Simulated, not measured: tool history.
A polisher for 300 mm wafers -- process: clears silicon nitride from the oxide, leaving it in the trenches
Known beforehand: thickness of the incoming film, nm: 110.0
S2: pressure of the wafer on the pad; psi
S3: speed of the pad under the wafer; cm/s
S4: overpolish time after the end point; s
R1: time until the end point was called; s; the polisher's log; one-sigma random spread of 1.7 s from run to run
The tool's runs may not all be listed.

Run 1, hour 0: flow of slurry (ml/min) 285, S2 2.8 psi, S3 124 cm/s, S4 5 s. Result: R1 81.068 s.
Run 2, hour 6.3: flow of slurry (ml/min) 285, S2 2.5 psi, S3 122 cm/s, S4 5 s. Result: R1 88.909 s.
Run 3, hour 13.7: flow of slurry (ml/min) 285, S2 3.1 psi, S3 122 cm/s, S4 5 s. Result: R1 72.28 s.
Run 4, hour 17.5: flow of slurry (ml/min) 245, S2 3.1 psi, S3 122 cm/s, S4 5 s. Result: R1 76.887 s.
Run 5, hour 22.6: flow of slurry (ml/min) 245, S2 3.1 psi, S3 122 cm/s, S4 4 s. Result: R1 76.072 s.
Run 6, hour 25.8: flow of slurry (ml/min) 240, S2 2.8 psi, S3 120 cm/s, S4 4 s. Result: R1 83.871 s.
Run 7, hour 33.8: flow of slurry (ml/min) 240, S2 2.5 psi, S3 118 cm/s, S4 4 s. Result: R1 96.618 s.

Run 8 comes next. What will it give?
Run 8, hour 41: flow of slurry (ml/min) 240, S2 2.5 psi, S3 118 cm/s, S4 4 s. Result: R1 ?.

Run 8 measured R1 93.493 s.
